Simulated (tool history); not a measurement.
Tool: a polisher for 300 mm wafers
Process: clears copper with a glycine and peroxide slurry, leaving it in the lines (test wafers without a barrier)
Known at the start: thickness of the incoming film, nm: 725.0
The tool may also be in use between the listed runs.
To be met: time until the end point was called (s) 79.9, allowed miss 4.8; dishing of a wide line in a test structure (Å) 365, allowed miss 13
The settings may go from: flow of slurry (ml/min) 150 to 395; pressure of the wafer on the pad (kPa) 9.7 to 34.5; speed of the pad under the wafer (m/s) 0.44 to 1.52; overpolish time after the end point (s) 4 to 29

| run | hour | flow of slurry (ml/min) | pressure of the wafer on the pad (kPa) | speed of the pad under the wafer (m/s) | overpolish time after the end point (s) | time until the end point was called (s) | dishing of a wide line in a test structure (Å) |
|---|---|---|---|---|---|---|---|
| 1 | 0 | 250 | 22.1 | 0.98 | 15 | 101.21 | 339.31 |
| 2 | 6.6 | 250 | 22.1 | 0.86 | 15 | 116.38 | 326.47 |
| 3 | 13.9 | 250 | 22.1 | 0.86 | 19 | 114.48 | 351.45 |
| 4 | 22.1 | 250 | 22.1 | 0.86 | 14 | 114.68 | 313.1 |
| 5 | 28.4 | 215 | 22.1 | 0.86 | 14 | 114.59 | 316.99 |
| 6 | 33.7 | 215 | 22.1 | 0.76 | 14 | 125.94 | 307.65 |
| 7 | 40 | 215 | 23.4 | 0.76 | 14 | 116.04 | 310.39 |
| 8 | 45.8 | 215 | 24.1 | 0.76 | 14 | 119.8 | 315.08 |
| 9 | 47 | 215 | 24.8 | 0.78 | 14 | 113.49 | 324.2 |
| 10 | 53.2 | 215 | 25.5 | 0.8 | 14 | 108.28 | 332.06 |
| 11 | 60.6 | 215 | 26.2 | 0.8 | 14 | 107.25 | 327.77 |
| 12 | 66.8 | 215 | 26.9 | 0.82 | 14 | 103.21 | 338.1 |
| 13 | 72.5 | 215 | 27.6 | 0.82 | 14 | 97.978 | 336.35 |

4 next moves are on the table. One of them brings every result within its allowed miss. Which?
| A | 78.2 | 205 | 23.4 | 0.78 | 23 | ? | ? |
| B | 78.2 | 150 | 32.4 | 0.54 | 20 | ? | ? |
| C | 78.2 | 200 | 26.2 | 0.94 | 14 | ? | ? |
| D | 78.2 | 200 | 27.6 | 1.12 | 16 | ? | ? |

| move | time until the end point was called (s) | dishing of a wide line in a test structure (Å) |
|---|---|---|
| A | 119.82 | 375.55 |
| B | 122.8 | 365.39 |
| C | 96.282 | 341.26 |
| D | 80.94 | 368.64 |
A: further off than the last run
B: further off than the last run
C: nearer than the last run, and not there yet
D: meets every target
The right move is D.
